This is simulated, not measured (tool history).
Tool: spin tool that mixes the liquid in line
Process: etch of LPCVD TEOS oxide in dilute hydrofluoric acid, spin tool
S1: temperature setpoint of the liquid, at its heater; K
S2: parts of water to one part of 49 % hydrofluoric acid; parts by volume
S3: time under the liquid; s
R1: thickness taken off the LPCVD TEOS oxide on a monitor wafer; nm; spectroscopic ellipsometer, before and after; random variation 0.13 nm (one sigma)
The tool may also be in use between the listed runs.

run 1 hour=0 | S1=294.15 S2=295 S3=170 | R1=21.729
run 2 hour=8.6 | S1=296.15 S2=295 S3=170 | R1=23.395
run 3 hour=10.2 | S1=296.15 S2=295 S3=180 | R1=24.646
run 4 hour=11.5 | S1=297.65 S2=295 S3=180 | R1=25.755
run 5 hour=20.3 | S1=297.65 S2=360 S3=180 | R1=20.08
run 6 hour=21.6 | S1=299.15 S2=345 S3=180 | R1=22.198
run 7 hour=27.7 | S1=299.15 S2=345 S3=180 | R1=22.353
run 8 hour=34.3 | S1=300.15 S2=335 S3=180 | R1=24.016
run 9 hour=35.6 | S1=300.65 S2=330 S3=180 | R1=24.984

The next listed run, before its measurement:
run 10 hour=37.2 | S1=300.65 S2=330 S3=180 | R1=?

{"run 10": {"R1": 25.006}}
